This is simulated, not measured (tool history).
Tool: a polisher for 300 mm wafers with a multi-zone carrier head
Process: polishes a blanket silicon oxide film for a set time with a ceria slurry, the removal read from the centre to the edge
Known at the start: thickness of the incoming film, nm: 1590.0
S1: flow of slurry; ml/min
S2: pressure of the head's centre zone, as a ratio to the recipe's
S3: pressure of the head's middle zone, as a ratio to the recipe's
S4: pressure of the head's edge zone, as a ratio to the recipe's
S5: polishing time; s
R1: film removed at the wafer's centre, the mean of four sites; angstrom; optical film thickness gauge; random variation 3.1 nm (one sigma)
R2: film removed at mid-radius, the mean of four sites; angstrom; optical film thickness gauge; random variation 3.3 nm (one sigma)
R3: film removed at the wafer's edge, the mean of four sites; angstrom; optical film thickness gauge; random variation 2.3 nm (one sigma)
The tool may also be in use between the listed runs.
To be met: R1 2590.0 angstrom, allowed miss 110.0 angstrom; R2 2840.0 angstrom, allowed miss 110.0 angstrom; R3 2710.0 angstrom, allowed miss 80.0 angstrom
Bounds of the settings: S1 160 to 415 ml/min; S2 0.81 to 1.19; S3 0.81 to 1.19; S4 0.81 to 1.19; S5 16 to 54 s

run 1 hour=0.0 | S1=265 S2=1.00 S3=1.00 S4=1.00 S5=35 | R1=2365.6 R2=2318.2 R3=2326.0
run 2 hour=7.0 | S1=230 S2=1.00 S3=1.00 S4=1.00 S5=35 | R1=2278.2 R2=2236.0 R3=2263.4
run 3 hour=7.5 | S1=230 S2=1.00 S3=1.00 S4=1.00 S5=32 | R1=2062.4 R2=2031.7 R3=2066.1
run 4 hour=10.6 | S1=230 S2=1.00 S3=1.00 S4=1.00 S5=25 | R1=1611.0 R2=1621.6 R3=1624.2
run 5 hour=15.5 | S1=245 S2=1.00 S3=1.02 S4=1.02 S5=27 | R1=1788.0 R2=1783.6 R3=1787.0
run 6 hour=22.4 | S1=195 S2=1.00 S3=1.02 S4=1.02 S5=27 | R1=1701.2 R2=1769.9 R3=1730.7
run 7 hour=25.6 | S1=210 S2=1.00 S3=1.04 S4=1.05 S5=29 | R1=1886.4 R2=1944.4 R3=1895.7
run 8 hour=29.8 | S1=210 S2=1.00 S3=1.04 S4=1.05 S5=29 | R1=1820.6 R2=1892.5 R3=1907.5
run 9 hour=33.6 | S1=225 S2=1.00 S3=1.06 S4=1.06 S5=30 | R1=1948.1 R2=2030.7 R3=1984.0
run 10 hour=41.9 | S1=245 S2=0.96 S3=1.12 S4=1.16 S5=40 | R1=2510.4 R2=2862.3 R3=2817.2
run 11 hour=48.0 | S1=245 S2=0.97 S3=1.12 S4=1.15 S5=40 | R1=2477.4 R2=2921.3 R3=2748.4
run 12 hour=55.6 | S1=250 S2=1.03 S3=1.07 S4=1.15 S5=40 | R1=2706.7 R2=2777.7 R3=2796.1
run 13 hour=57.2 | S1=245 S2=1.03 S3=1.08 S4=1.15 S5=40 | R1=2682.6 R2=2793.3 R3=2787.8
run 14 hour=63.2 | S1=240 S2=1.03 S3=1.09 S4=1.15 S5=40 | R1=2630.5 R2=2761.7 R3=2790.6

4 next moves are on the table. One of them brings every result within its allowed miss. Which?
run A hour=69.2 | S1=170 S2=0.97 S3=1.04 S4=1.16 S5=43 | R1=? R2=? R3=?
run B hour=69.2 | S1=285 S2=1.03 S3=1.13 S4=1.15 S5=38 | R1=? R2=? R3=?
run C hour=69.2 | S1=310 S2=0.96 S3=0.98 S4=1.17 S5=39 | R1=? R2=? R3=?
run D hour=69.2 | S1=160 S2=0.98 S3=0.98 S4=1.19 S5=43 | R1=? R2=? R3=?

move=A R1=2515.5 R2=2680.9 R3=2860.3
move=B R1=2581.1 R2=2750.9 R3=2664.5
move=C R1=2489.3 R2=2524.1 R3=2783.2
move=D R1=2503.4 R2=2516.3 R3=2873.7
A: further off than the last run
B: meets every target
C: brings the result that was furthest off to its target, and leaves another outside
D: further off than the last run
Move B is the one to make.

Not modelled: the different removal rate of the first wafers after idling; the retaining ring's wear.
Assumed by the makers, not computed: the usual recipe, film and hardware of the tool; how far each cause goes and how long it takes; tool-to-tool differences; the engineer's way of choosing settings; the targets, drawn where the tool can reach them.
